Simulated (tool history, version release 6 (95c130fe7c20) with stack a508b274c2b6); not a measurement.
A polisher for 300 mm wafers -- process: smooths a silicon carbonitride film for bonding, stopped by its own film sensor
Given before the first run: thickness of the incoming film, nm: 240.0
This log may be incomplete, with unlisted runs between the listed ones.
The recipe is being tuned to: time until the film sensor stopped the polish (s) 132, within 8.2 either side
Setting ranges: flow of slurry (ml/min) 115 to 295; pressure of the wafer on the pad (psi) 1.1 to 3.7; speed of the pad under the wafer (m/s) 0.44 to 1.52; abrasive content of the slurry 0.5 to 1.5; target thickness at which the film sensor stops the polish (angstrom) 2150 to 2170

run	hour	flow of slurry (ml/min)	pressure of the wafer on the pad (psi)	speed of the pad under the wafer (m/s)	abrasive content of the slurry	target thickness at which the film sensor stops the polish (angstrom)	time until the film sensor stopped the polish (s)
1	0	190	2.4	0.98	1	2150	75.218
2	2.3	220	2.4	0.98	1	2150	71.872
3	5.1	220	2.4	0.98	1	2150	72.38
4	8.2	220	2.1	0.96	1	2150	79.991
5	15	220	2.1	0.96	0.85	2150	93.074
6	23.8	255	2.1	0.96	0.85	2150	92.932
7	28.8	255	1.9	0.94	0.85	2150	99.607
8	37.6	255	1.7	0.92	0.85	2150	113.56
9	38.3	255	1.6	0.92	0.85	2150	117.67
10	41.9	255	1.5	0.92	0.85	2150	124.57

Which single option among these 4 for the next run brings every result within its allowed miss of target? Just one does.
A	45.5	260	1.1	1.12	0.85	2150	?
B	45.5	245	1.3	1.34	0.6	2160	?
C	45.5	295	1.5	0.62	1.2	2170	?
D	45.5	215	1.4	1.06	0.8	2170	?

move	time until the film sensor stopped the polish (s)
A	132.32
B	148.91
C	112.74
D	114.88
A: hits every target within its allowed miss
B: takes the biggest miss from the last run beyond its target
C: its largest miss is bigger than the last run's
D: its largest miss is bigger than the last run's
Correct choice: A, which meets every target
